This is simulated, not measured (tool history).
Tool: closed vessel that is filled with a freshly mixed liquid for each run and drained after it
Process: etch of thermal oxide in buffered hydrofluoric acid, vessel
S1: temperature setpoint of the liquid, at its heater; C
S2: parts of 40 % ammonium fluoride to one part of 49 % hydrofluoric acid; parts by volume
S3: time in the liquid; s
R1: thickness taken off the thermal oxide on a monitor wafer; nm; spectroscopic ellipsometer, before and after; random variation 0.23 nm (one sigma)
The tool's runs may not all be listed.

run 1 hour=0.0 | S1=22.0 S2=15.5 S3=30 | R1=22.860
run 2 hour=4.9 | S1=22.0 S2=15.5 S3=30 | R1=22.755
run 3 hour=6.5 | S1=22.0 S2=15.5 S3=30 | R1=22.598
run 4 hour=14.4 | S1=23.5 S2=15.0 S3=30 | R1=25.488
run 5 hour=17.2 | S1=24.5 S2=15.0 S3=30 | R1=26.887
run 6 hour=25.2 | S1=23.0 S2=15.0 S3=30 | R1=24.959
run 7 hour=33.1 | S1=24.0 S2=15.0 S3=30 | R1=26.167
run 8 hour=41.8 | S1=25.0 S2=15.0 S3=30 | R1=27.650

Run 9 is up next; what results do you expect?
run 9 hour=45.3 | S1=26.0 S2=15.0 S3=30 | R1=?

{"run 9": {"R1": 29.578}}
